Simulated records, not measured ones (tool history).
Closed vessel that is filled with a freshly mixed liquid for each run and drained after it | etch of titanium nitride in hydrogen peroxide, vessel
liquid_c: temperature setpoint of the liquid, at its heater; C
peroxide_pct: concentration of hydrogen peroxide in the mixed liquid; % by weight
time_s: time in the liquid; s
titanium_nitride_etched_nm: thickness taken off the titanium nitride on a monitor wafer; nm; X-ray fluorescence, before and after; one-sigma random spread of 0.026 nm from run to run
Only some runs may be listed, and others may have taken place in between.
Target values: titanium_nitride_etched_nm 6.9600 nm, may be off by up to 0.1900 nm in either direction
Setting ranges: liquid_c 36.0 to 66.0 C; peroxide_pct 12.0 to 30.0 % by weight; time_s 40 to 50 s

run,hour,liquid_c,peroxide_pct,time_s,titanium_nitride_etched_nm
1,0.0,52.0,21.0,50,4.8545
2,4.1,47.0,21.0,50,3.3825
3,6.7,44.0,21.0,50,2.7069
4,15.4,39.5,21.0,50,1.9148
5,17.6,37.0,21.0,50,1.5728
6,21.4,43.5,21.0,50,2.5919
7,28.6,48.0,21.0,50,3.6213
8,31.7,51.0,21.0,50,4.5120
9,36.6,53.0,21.0,50,5.2345
10,41.5,54.5,21.0,50,5.7957
11,44.8,55.5,21.0,50,6.1899

Of the 5 settings listed for the next run, only one would bring every result within its allowed miss of target. Which one?
A,48.1,56.5,25.0,50,?
B,48.1,55.5,26.5,50,?
C,48.1,54.5,20.5,50,?
D,48.1,56.0,23.5,50,?
E,48.1,56.0,21.5,50,?

move,titanium_nitride_etched_nm
A,6.8994
B,6.5179
C,5.7479
D,6.5746
E,6.4494
A: hits every target within its allowed miss
B: nearer the targets than the last run, but a result is still out of spec
C: further off than the last run
D: nearer the targets than the last run, but a result is still out of spec
E: nearer the targets than the last run, but a result is still out of spec
Go with A: it meets all targets.
